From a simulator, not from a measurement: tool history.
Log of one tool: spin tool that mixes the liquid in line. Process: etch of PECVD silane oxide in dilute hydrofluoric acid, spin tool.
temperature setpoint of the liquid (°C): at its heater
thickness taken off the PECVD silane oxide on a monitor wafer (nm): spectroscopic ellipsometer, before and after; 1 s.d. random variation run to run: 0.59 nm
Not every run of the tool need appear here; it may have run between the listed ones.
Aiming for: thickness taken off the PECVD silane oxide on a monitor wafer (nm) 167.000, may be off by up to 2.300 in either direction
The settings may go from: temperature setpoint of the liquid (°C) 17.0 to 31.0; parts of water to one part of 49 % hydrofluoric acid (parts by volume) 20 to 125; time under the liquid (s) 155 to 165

run,day,temperature setpoint of the liquid (°C),parts of water to one part of 49 % hydrofluoric acid (parts by volume),time under the liquid (s),thickness taken off the PECVD silane oxide on a monitor wafer (nm)
1,0.000,23.0,70,155,61.064
2,0.371,23.0,60,155,71.559
3,0.438,23.0,40,155,111.260
4,0.708,23.0,25,155,182.700
5,0.750,23.0,25,155,181.160
6,1.075,22.5,25,155,178.060
7,1.142,22.5,25,155,177.800
8,1.446,20.5,25,155,162.040

Exercise: of the 4 proposed moves below, exactly one satisfies all targets within the stated allowed misses. Which move is it?
A,1.750,19.0,25,165,?
B,1.750,19.5,25,160,?
C,1.750,19.5,25,165,?
D,1.750,20.5,25,165,?

move,thickness taken off the PECVD silane oxide on a monitor wafer (nm)
A,161.930
B,160.410
C,165.430
D,172.610
A: roughly where the last run was
B: moves away from the targets compared with the last run
C: all results in spec
D: the result that was furthest off in the last run now lies on the other side of its target
So the answer is move C, the one that meets all the targets.

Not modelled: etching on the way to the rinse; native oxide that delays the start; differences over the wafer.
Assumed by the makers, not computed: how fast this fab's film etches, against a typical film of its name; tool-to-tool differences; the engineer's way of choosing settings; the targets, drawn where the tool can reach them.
